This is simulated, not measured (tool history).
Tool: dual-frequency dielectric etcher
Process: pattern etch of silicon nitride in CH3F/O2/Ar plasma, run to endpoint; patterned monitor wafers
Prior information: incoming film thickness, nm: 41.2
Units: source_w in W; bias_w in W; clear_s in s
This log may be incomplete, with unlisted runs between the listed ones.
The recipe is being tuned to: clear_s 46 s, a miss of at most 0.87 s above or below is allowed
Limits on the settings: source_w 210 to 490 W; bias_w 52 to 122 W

run,hour,source_w,bias_w,clear_s
1,0,350,87,55.121
2,5.5,300,87,58.999
3,8.9,340,89,55.708
4,15.4,280,89,59.991
5,21.1,330,91,55.976
6,25.2,370,93,52.764
7,26.4,400,94,50.857
8,35.2,420,95,49.943
9,38.9,440,96,48.74
10,40.8,450,97,47.818
11,49.1,460,97,47.067

Consider the 5 candidate settings below. Which is the only one whose results all fall within their allowed miss of target?
A,57.4,490,112,?
B,57.4,430,95,?
C,57.4,490,108,?
D,57.4,460,105,?
E,57.4,490,109,?

move,clear_s
A,43.912
B,49.181
C,44.51
D,46.129
E,44.358
A: takes the result that was furthest off past its target
B: its largest miss is bigger than the last run's
C: takes the result that was furthest off past its target
D: every result within its allowed miss
E: takes the result that was furthest off past its target
The move that meets every target is D.
